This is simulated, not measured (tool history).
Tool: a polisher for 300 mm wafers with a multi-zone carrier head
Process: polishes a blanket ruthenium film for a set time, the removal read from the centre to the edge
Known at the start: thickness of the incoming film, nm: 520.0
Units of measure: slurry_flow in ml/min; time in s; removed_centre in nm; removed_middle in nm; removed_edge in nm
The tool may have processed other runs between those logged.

run 1 hour=0 | slurry_flow=260 centre_zone=1 middle_zone=1 edge_zone=1 time=57 | removed_centre=61.22 removed_middle=62.071 removed_edge=62.473
run 2 hour=8.3 | slurry_flow=310 centre_zone=1 middle_zone=1 edge_zone=1 time=57 | removed_centre=62.788 removed_middle=63.989 removed_edge=62.707
run 3 hour=13.7 | slurry_flow=305 centre_zone=1.04 middle_zone=0.99 edge_zone=1.01 time=61 | removed_centre=70.692 removed_middle=67.583 removed_edge=67.795
run 4 hour=18.3 | slurry_flow=305 centre_zone=1.04 middle_zone=0.99 edge_zone=1.01 time=74 | removed_centre=82.003 removed_middle=82.6 removed_edge=82.638
run 5 hour=25.6 | slurry_flow=320 centre_zone=1.07 middle_zone=0.98 edge_zone=1.02 time=75 | removed_centre=88.009 removed_middle=82.046 removed_edge=84.368
run 6 hour=32.1 | slurry_flow=320 centre_zone=1.1 middle_zone=0.98 edge_zone=1.02 time=75 | removed_centre=91.611 removed_middle=82.135 removed_edge=84.287
run 7 hour=36.4 | slurry_flow=325 centre_zone=1.12 middle_zone=0.98 edge_zone=1.03 time=75 | removed_centre=93.172 removed_middle=81.718 removed_edge=84.785

What will run 8 give?
run 8 hour=44.6 | slurry_flow=335 centre_zone=1.13 middle_zone=0.98 edge_zone=1.03 time=76 | removed_centre=? removed_middle=? removed_edge=?

removed_centre: 95.497 nm
removed_middle: 84.435 nm
removed_edge: 86.146 nm
